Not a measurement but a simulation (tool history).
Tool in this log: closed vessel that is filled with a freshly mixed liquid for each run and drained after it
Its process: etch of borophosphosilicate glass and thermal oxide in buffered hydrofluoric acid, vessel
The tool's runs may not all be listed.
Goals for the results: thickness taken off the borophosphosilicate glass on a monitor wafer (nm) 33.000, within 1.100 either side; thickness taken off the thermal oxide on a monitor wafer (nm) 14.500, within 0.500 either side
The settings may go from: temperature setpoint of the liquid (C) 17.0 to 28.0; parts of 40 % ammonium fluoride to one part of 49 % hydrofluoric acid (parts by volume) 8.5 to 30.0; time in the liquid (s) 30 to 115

| run | hour | temperature setpoint of the liquid (C) | parts of 40 % ammonium fluoride to one part of 49 % hydrofluoric acid (parts by volume) | time in the liquid (s) | thickness taken off the borophosphosilicate glass on a monitor wafer (nm) | thickness taken off the thermal oxide on a monitor wafer (nm) |
|---|---|---|---|---|---|---|
| 1 | 0.0 | 20.0 | 23.0 | 60 | 56.165 | 25.395 |
| 2 | 6.5 | 23.0 | 23.0 | 60 | 67.558 | 29.665 |
| 3 | 9.0 | 23.0 | 23.0 | 40 | 45.211 | 19.799 |
| 4 | 17.4 | 21.5 | 23.5 | 40 | 39.902 | 17.759 |
| 5 | 21.2 | 21.5 | 23.5 | 60 | 60.159 | 26.503 |
| 6 | 24.7 | 21.5 | 23.5 | 70 | 71.374 | 31.370 |
| 7 | 33.1 | 20.5 | 25.5 | 65 | 58.824 | 26.022 |
| 8 | 36.8 | 19.5 | 26.5 | 60 | 50.587 | 21.841 |
| 9 | 44.8 | 19.0 | 26.5 | 55 | 45.034 | 19.327 |
| 10 | 49.1 | 18.5 | 26.5 | 50 | 39.604 | 17.466 |
| 11 | 50.0 | 18.0 | 27.0 | 50 | 38.054 | 16.685 |
| 12 | 51.2 | 18.0 | 27.0 | 50 | 38.238 | 16.815 |
| 13 | 52.1 | 17.5 | 27.5 | 50 | 36.259 | 15.836 |
| 14 | 59.9 | 17.5 | 28.0 | 50 | 35.979 | 15.821 |
| 15 | 65.4 | 17.5 | 28.5 | 50 | 35.934 | 15.652 |
| 16 | 74.7 | 17.0 | 29.0 | 50 | 34.301 | 15.077 |

Pick the move, out of 4, that brings all results within their allowed miss; only one does.
| A | 84.0 | 18.5 | 27.5 | 40 | ? | ? |
| B | 84.0 | 18.0 | 22.0 | 40 | ? | ? |
| C | 84.0 | 17.0 | 21.0 | 35 | ? | ? |
| D | 84.0 | 17.0 | 26.0 | 45 | ? | ? |

| move | thickness taken off the borophosphosilicate glass on a monitor wafer (nm) | thickness taken off the thermal oxide on a monitor wafer (nm) |
|---|---|---|
| A | 31.280 | 13.648 |
| B | 35.514 | 15.480 |
| C | 30.334 | 13.211 |
| D | 33.619 | 14.652 |
A: carries the result that was furthest off beyond its target, to the other side
B: its largest miss is bigger than the last run's
C: carries the result that was furthest off beyond its target, to the other side
D: in spec on every target
The right move is D.

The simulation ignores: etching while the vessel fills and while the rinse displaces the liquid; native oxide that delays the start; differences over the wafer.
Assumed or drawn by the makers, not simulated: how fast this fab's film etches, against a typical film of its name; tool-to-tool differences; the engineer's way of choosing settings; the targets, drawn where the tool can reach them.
